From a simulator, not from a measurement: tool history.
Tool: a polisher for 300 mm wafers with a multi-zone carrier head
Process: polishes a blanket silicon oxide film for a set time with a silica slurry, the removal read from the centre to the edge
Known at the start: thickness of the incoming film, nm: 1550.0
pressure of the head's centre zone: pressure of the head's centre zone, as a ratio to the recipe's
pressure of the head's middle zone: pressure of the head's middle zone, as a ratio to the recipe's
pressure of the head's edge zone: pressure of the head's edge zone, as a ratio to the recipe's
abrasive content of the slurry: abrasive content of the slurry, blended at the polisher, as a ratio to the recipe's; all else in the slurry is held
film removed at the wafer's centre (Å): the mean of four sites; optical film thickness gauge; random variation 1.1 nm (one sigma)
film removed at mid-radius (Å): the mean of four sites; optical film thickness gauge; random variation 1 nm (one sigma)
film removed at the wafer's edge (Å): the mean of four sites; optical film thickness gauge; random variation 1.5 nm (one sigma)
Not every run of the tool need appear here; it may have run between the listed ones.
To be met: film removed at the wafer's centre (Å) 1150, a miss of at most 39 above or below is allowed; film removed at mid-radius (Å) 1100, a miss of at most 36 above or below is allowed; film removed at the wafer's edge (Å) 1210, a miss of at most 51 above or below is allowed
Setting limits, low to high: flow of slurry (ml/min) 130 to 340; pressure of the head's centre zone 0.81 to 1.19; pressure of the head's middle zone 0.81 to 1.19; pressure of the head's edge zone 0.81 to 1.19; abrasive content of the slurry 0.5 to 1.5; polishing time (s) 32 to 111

run,hour,flow of slurry (ml/min),pressure of the head's centre zone,pressure of the head's middle zone,pressure of the head's edge zone,abrasive content of the slurry,polishing time (s),film removed at the wafer's centre (Å),film removed at mid-radius (Å),film removed at the wafer's edge (Å)
1,0,220,1,1,1,1,71,2530,2394.2,2381.3
2,4.8,210,0.97,0.96,0.98,0.85,64,2070.3,1922.3,1970.8
3,10.3,200,0.93,0.93,0.96,0.75,59,1707.6,1613.7,1692.8
4,15.6,200,0.93,0.93,0.96,0.75,73,2140.8,2003.3,2070.6
5,23.2,190,0.9,0.91,0.94,0.7,67,1817.3,1720.1,1772.5
# hour 28.5: centre zone pressure recalibrated
6,28.5,180,0.88,0.89,0.94,0.65,63,1430.8,1533.1,1634.7
7,33.4,190,0.89,0.87,0.92,0.6,59,1314.2,1383.9,1467.8
8,39.7,190,0.92,0.85,0.91,0.55,57,1266.2,1231.1,1345.1

Next run, 5 choices. One meets every target within its allowed miss, the rest don't. Which?
A,46,135,0.93,0.82,0.83,0.5,59,?,?,?
B,46,190,1.02,0.84,1.04,0.5,53,?,?,?
C,46,225,1.07,0.99,0.85,0.5,55,?,?,?
D,46,165,0.95,0.81,0.92,0.65,54,?,?,?
E,46,225,0.92,0.81,1.01,0.55,51,?,?,?

move,film removed at the wafer's centre (Å),film removed at mid-radius (Å),film removed at the wafer's edge (Å)
A,1136.5,1117.1,1213.7
B,1216.8,1099.7,1275.7
C,1366,1343,1225.5
D,1273.3,1205,1367.6
E,1139.1,1106.3,1294.2
A: every result within its allowed miss
B: the worst result of the last run now meets its target, but another is out of spec
C: moves away from the targets compared with the last run
D: an improvement on the last run, though not all results are within tolerance
E: the worst result of the last run now meets its target, but another is out of spec
Answer: A

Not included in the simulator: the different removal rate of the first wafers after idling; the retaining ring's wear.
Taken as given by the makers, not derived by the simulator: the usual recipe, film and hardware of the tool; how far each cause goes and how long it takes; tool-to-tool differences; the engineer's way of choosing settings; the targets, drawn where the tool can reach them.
